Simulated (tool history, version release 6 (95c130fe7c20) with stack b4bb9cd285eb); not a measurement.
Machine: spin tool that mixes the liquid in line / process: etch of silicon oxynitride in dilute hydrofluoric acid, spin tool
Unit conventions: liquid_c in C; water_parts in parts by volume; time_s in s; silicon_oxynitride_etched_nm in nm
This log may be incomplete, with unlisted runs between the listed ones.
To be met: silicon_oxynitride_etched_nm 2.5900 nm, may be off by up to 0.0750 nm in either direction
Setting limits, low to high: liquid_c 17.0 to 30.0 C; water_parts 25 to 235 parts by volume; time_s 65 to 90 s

run 1 hour=0.0 | liquid_c=22.0 water_parts=130 time_s=90 | silicon_oxynitride_etched_nm=1.6925
run 2 hour=6.4 | liquid_c=22.0 water_parts=110 time_s=90 | silicon_oxynitride_etched_nm=2.0253
run 3 hour=9.6 | liquid_c=22.0 water_parts=75 time_s=90 | silicon_oxynitride_etched_nm=3.0451
run 4 hour=16.1 | liquid_c=21.0 water_parts=75 time_s=90 | silicon_oxynitride_etched_nm=2.9113
run 5 hour=21.0 | liquid_c=24.5 water_parts=75 time_s=90 | silicon_oxynitride_etched_nm=3.3907
run 6 hour=27.2 | liquid_c=24.5 water_parts=75 time_s=90 | silicon_oxynitride_etched_nm=3.4623
run 7 hour=28.9 | liquid_c=23.0 water_parts=75 time_s=90 | silicon_oxynitride_etched_nm=3.1899
run 8 hour=34.6 | liquid_c=22.0 water_parts=75 time_s=90 | silicon_oxynitride_etched_nm=3.0262

Which of these 4 next moves meets every target?
run A hour=40.3 | liquid_c=25.5 water_parts=85 time_s=80 | silicon_oxynitride_etched_nm=?
run B hour=40.3 | liquid_c=23.0 water_parts=85 time_s=90 | silicon_oxynitride_etched_nm=?
run C hour=40.3 | liquid_c=20.0 water_parts=80 time_s=90 | silicon_oxynitride_etched_nm=?
run D hour=40.3 | liquid_c=21.5 water_parts=80 time_s=90 | silicon_oxynitride_etched_nm=?

move=A silicon_oxynitride_etched_nm=2.7997
move=B silicon_oxynitride_etched_nm=2.7963
move=C silicon_oxynitride_etched_nm=2.5766
move=D silicon_oxynitride_etched_nm=2.7737
A: nearer than the last run, and not there yet
B: nearer than the last run, and not there yet
C: every result lands within tolerance
D: nearer than the last run, and not there yet
So the answer is move C, the one that meets all the targets.
